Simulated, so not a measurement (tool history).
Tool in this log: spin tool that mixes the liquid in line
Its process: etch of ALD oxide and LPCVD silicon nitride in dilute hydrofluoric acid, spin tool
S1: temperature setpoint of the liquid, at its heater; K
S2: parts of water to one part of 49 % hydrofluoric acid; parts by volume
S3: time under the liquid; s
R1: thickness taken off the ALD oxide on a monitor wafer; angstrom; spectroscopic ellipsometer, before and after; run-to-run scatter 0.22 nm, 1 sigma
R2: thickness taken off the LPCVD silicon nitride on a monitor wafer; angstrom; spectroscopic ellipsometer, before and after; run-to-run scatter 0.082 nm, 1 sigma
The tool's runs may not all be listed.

run	hour	S1	S2	S3	R1	R2
1	0	297.15	190	180	110.25	5.5242
2	4.2	299.15	160	180	144.44	8.5945
3	7.3	299.15	130	180	184.54	9.6511
4	8.3	299.15	130	250	257.1	13.896
5	10.7	299.15	190	250	162.66	9.424
6	15.4	299.65	170	250	191.25	10.353
7	24.1	300.65	160	250	212.66	11.511
8	28.2	301.65	150	250	238.56	13.93
9	34.2	302.15	145	250	253.05	14.861
10	38.8	302.65	140	250	268.81	15.348
11	41.6	303.15	140	250	273.53	17.131

What will run 12 give?
12	46.4	303.15	135	250	?	?

R1: 283.11 angstrom
R2: 17.419 angstrom
